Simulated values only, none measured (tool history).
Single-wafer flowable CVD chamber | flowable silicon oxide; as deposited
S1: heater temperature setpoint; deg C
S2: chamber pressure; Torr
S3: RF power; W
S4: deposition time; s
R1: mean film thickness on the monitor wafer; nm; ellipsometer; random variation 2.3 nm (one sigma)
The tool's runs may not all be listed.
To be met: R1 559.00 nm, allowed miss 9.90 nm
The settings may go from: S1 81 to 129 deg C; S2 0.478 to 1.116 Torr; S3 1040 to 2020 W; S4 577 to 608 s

Run 1, hour 0.0: S1 105 deg C, S2 0.797 Torr, S3 1530 W, S4 608 s. Result: R1 250.44 nm.
Run 2, hour 1.9: S1 105 deg C, S2 0.797 Torr, S3 1375 W, S4 608 s. Result: R1 239.50 nm.
Run 3, hour 3.2: S1 101 deg C, S2 0.804 Torr, S3 1375 W, S4 608 s. Result: R1 270.77 nm.
Run 4, hour 7.3: S1 101 deg C, S2 0.804 Torr, S3 1240 W, S4 608 s. Result: R1 259.41 nm.
Run 5, hour 13.0: S1 97 deg C, S2 0.822 Torr, S3 1240 W, S4 608 s. Result: R1 296.90 nm.
Run 6, hour 20.4: S1 94 deg C, S2 0.844 Torr, S3 1240 W, S4 608 s. Result: R1 333.56 nm.
Run 7, hour 27.5: S1 94 deg C, S2 0.844 Torr, S3 1240 W, S4 608 s. Result: R1 335.22 nm.
Run 8, hour 33.4: S1 92 deg C, S2 0.861 Torr, S3 1240 W, S4 608 s. Result: R1 356.57 nm.
Run 9, hour 41.8: S1 90 deg C, S2 0.882 Torr, S3 1240 W, S4 608 s. Result: R1 389.00 nm.
Run 10, hour 47.9: S1 88 deg C, S2 0.898 Torr, S3 1240 W, S4 608 s. Result: R1 423.25 nm.
Run 11, hour 51.6: S1 88 deg C, S2 0.898 Torr, S3 1240 W, S4 608 s. Result: R1 419.56 nm.
Run 12, hour 56.2: S1 87 deg C, S2 0.911 Torr, S3 1240 W, S4 608 s. Result: R1 441.06 nm.
Run 13, hour 62.0: S1 86 deg C, S2 0.921 Torr, S3 1240 W, S4 608 s. Result: R1 457.67 nm.
Run 14, hour 64.6: S1 85 deg C, S2 0.930 Torr, S3 1240 W, S4 608 s. Result: R1 475.99 nm.
Run 15, hour 73.7: S1 84 deg C, S2 0.937 Torr, S3 1240 W, S4 608 s. Result: R1 492.29 nm.
Run 16, hour 80.8: S1 83 deg C, S2 0.943 Torr, S3 1240 W, S4 608 s. Result: R1 514.19 nm.
At hour 85.5: thermocouple changed; heater temperature recalibrated.
Run 17, hour 85.5: S1 83 deg C, S2 0.947 Torr, S3 1240 W, S4 608 s. Result: R1 597.40 nm.
Run 18, hour 88.0: S1 84 deg C, S2 0.947 Torr, S3 1240 W, S4 608 s. Result: R1 576.10 nm.

Which of these 4 next moves meets every target?
Run A, hour 90.5: S1 86 deg C, S2 1.004 Torr, S3 1265 W, S4 584 s. Result: R1 ?.
Run B, hour 90.5: S1 81 deg C, S2 0.911 Torr, S3 1265 W, S4 585 s. Result: R1 ?.
Run C, hour 90.5: S1 83 deg C, S2 0.952 Torr, S3 1265 W, S4 582 s. Result: R1 ?.
Run D, hour 90.5: S1 88 deg C, S2 1.047 Torr, S3 1360 W, S4 594 s. Result: R1 ?.

move      R1
   A  560.49
   B  583.60
   C  574.12
   D  579.97
A: meets every target
B: further off than the last run
C: nearer than the last run, and not there yet
D: further off than the last run
The right move is A.
